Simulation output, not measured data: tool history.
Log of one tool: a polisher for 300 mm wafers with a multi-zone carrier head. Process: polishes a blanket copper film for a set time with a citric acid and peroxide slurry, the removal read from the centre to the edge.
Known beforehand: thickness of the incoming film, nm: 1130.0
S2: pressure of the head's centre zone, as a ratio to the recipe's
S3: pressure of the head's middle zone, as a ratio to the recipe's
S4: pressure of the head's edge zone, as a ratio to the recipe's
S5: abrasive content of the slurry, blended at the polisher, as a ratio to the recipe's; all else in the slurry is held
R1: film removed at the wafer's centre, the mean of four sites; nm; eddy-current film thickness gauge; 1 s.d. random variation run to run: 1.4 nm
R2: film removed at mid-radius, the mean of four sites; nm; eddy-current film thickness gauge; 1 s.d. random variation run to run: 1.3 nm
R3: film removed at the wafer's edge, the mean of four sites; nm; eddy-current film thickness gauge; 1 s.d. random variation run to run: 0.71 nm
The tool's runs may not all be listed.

{"run": 1, "hour": 0.0, "flow of slurry (ml/min)": 180, "S2": 1, "S3": 1, "S4": 1, "S5": 1, "polishing time (s)": 71, "R1": 155.99, "R2": 153.61, "R3": 154.9}
{"run": 2, "hour": 3.5, "flow of slurry (ml/min)": 175, "S2": 0.99, "S3": 1.01, "S4": 0.98, "S5": 0.95, "polishing time (s)": 69, "R1": 150.26, "R2": 146.25, "R3": 148.75}
{"run": 3, "hour": 11.0, "flow of slurry (ml/min)": 175, "S2": 0.99, "S3": 1.01, "S4": 0.98, "S5": 1.1, "polishing time (s)": 69, "R1": 157.36, "R2": 151.64, "R3": 152.72}
{"run": 4, "hour": 13.1, "flow of slurry (ml/min)": 175, "S2": 0.99, "S3": 1.01, "S4": 0.98, "S5": 1.1, "polishing time (s)": 84, "R1": 188.08, "R2": 189.97, "R3": 188.08}
{"run": 5, "hour": 18.0, "flow of slurry (ml/min)": 175, "S2": 0.99, "S3": 1.09, "S4": 0.98, "S5": 1.1, "polishing time (s)": 84, "R1": 189.56, "R2": 193.86, "R3": 184.15}
{"run": 6, "hour": 26.3, "flow of slurry (ml/min)": 170, "S2": 0.97, "S3": 1.1, "S4": 0.96, "S5": 1.05, "polishing time (s)": 80, "R1": 173.09, "R2": 177.28, "R3": 174.2}

What will run 7 give?
{"run": 7, "hour": 29.4, "flow of slurry (ml/min)": 185, "S2": 0.97, "S3": 1.11, "S4": 0.99, "S5": 1, "polishing time (s)": 74, "R1": "?", "R2": "?", "R3": "?"}

{"run 7": {"R1": 161.56, "R2": 171.86, "R3": 163.44}}
